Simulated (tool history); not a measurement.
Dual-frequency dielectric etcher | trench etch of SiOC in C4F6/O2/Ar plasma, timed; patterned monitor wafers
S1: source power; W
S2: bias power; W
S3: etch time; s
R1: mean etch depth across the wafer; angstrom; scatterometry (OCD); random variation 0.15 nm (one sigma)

run 1 hour=0.0 | S1=310 S2=207 S3=18.5 | R1=391.19
run 2 hour=5.6 | S1=350 S2=207 S3=18.5 | R1=420.59
run 3 hour=8.5 | S1=300 S2=196 S3=18.5 | R1=376.01
run 4 hour=14.3 | S1=280 S2=196 S3=18.5 | R1=357.91
run 5 hour=17.1 | S1=280 S2=196 S3=18.5 | R1=362.08
run 6 hour=19.5 | S1=280 S2=196 S3=19.0 | R1=367.01
run 7 hour=20.2 | S1=250 S2=194 S3=19.0 | R1=340.00
run 8 hour=24.4 | S1=240 S2=193 S3=19.0 | R1=332.63

Run 9 comes next. What will it give?
run 9 hour=33.3 | S1=230 S2=192 S3=19.0 | R1=?

R1: 323.62 angstrom
